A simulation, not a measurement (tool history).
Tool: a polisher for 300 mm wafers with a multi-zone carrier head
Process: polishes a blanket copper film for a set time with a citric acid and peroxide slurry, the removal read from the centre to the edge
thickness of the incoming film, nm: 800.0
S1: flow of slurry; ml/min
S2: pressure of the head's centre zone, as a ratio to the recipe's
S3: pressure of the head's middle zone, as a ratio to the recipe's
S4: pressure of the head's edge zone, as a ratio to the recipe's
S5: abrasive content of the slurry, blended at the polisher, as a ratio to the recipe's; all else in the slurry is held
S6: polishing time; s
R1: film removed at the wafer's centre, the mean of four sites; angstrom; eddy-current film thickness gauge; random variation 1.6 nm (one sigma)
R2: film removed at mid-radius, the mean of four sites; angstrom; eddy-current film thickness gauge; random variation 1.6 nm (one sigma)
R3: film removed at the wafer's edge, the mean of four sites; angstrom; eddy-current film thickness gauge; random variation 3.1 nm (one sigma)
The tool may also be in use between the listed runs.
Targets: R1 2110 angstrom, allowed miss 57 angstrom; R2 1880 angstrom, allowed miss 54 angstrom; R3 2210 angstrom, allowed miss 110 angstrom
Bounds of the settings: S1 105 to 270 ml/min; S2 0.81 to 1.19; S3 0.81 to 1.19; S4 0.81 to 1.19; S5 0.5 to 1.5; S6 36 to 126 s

| run | hour | S1 | S2 | S3 | S4 | S5 | S6 | R1 | R2 | R3 |
|---|---|---|---|---|---|---|---|---|---|---|
| 1 | 0 | 175 | 1 | 1 | 1 | 1 | 81 | 2438.9 | 2431.3 | 2484.2 |
| 2 | 2.8 | 170 | 0.99 | 0.97 | 0.99 | 0.95 | 81 | 2344.4 | 2349.5 | 2341 |
| 3 | 11.3 | 170 | 0.99 | 0.97 | 0.99 | 0.8 | 81 | 2225.7 | 2232.6 | 2319.3 |
| 4 | 20 | 170 | 0.99 | 0.97 | 0.99 | 1 | 81 | 2368.3 | 2385.8 | 2375.1 |
| 5 | 28.1 | 170 | 0.99 | 0.97 | 0.93 | 1 | 81 | 2368.6 | 2392.6 | 2347 |
| 6 | 29.4 | 165 | 0.99 | 0.95 | 0.96 | 0.95 | 81 | 2322.1 | 2279.9 | 2377 |
| 7 | 33.4 | 165 | 0.99 | 0.93 | 0.95 | 0.95 | 81 | 2357.4 | 2249.3 | 2328 |
| 8 | 37.7 | 160 | 0.98 | 0.91 | 0.96 | 0.95 | 81 | 2290.7 | 2219.7 | 2387 |
| 9 | 40.2 | 125 | 1.01 | 0.81 | 0.9 | 0.7 | 80 | 2002.6 | 1704.1 | 1990.2 |

Which of these 5 next moves meets every target?
| A | 42.7 | 130 | 0.97 | 0.81 | 0.94 | 0.65 | 88 | ? | ? | ? |
| B | 42.7 | 145 | 0.97 | 0.82 | 0.91 | 0.55 | 84 | ? | ? | ? |
| C | 42.7 | 125 | 1.11 | 0.88 | 0.92 | 0.65 | 78 | ? | ? | ? |
| D | 42.7 | 140 | 1 | 0.81 | 0.93 | 0.65 | 80 | ? | ? | ? |
| E | 42.7 | 125 | 0.86 | 0.82 | 1.03 | 0.75 | 85 | ? | ? | ? |

| move | R1 | R2 | R3 |
|---|---|---|---|
| A | 2116.6 | 1878.3 | 2214.8 |
| B | 1985.2 | 1772.9 | 2026.4 |
| C | 2119.6 | 1762.4 | 1929.9 |
| D | 2024.7 | 1738.8 | 2030.7 |
| E | 1866.2 | 1887.4 | 2296.8 |
A: meets every target
B: nearer than the last run, and not there yet
C: nearer than the last run, and not there yet
D: nearer than the last run, and not there yet
E: brings the result that was furthest off to its target, and leaves another outside
The right move is A.
